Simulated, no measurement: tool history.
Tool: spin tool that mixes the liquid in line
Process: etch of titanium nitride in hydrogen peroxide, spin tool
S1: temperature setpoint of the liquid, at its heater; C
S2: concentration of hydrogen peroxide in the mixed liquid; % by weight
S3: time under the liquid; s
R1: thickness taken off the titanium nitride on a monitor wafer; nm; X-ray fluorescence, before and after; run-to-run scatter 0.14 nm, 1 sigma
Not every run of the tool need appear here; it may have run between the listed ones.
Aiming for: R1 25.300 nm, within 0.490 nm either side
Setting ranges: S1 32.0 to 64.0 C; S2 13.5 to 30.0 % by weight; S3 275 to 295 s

| run | hour | S1 | S2 | S3 | R1 |
|---|---|---|---|---|---|
| 1 | 0.0 | 48.0 | 25.5 | 275 | 10.491 |
| 2 | 7.4 | 48.0 | 22.0 | 275 | 10.289 |
| 3 | 13.0 | 48.0 | 22.0 | 275 | 10.214 |
| 4 | 19.7 | 48.0 | 25.0 | 275 | 10.624 |
| 5 | 25.3 | 48.0 | 25.0 | 295 | 11.353 |
| 6 | 31.4 | 53.0 | 25.0 | 295 | 16.093 |
| 7 | 33.3 | 54.5 | 25.0 | 295 | 18.143 |
| 8 | 35.3 | 60.0 | 25.0 | 295 | 26.532 |

Exactly one of the 4 candidate moves below puts every result within its allowed miss. Which one?
| A | 37.3 | 60.0 | 28.0 | 275 | ? |
| B | 37.3 | 59.5 | 24.0 | 285 | ? |
| C | 37.3 | 59.5 | 30.0 | 290 | ? |
| D | 37.3 | 59.0 | 25.5 | 285 | ? |

| move | R1 |
|---|---|
| A | 25.232 |
| B | 24.435 |
| C | 26.113 |
| D | 23.930 |
A: all results in spec
B: takes the biggest miss from the last run beyond its target
C: nearer than the last run, and not there yet
D: takes the biggest miss from the last run beyond its target
The right move is A.
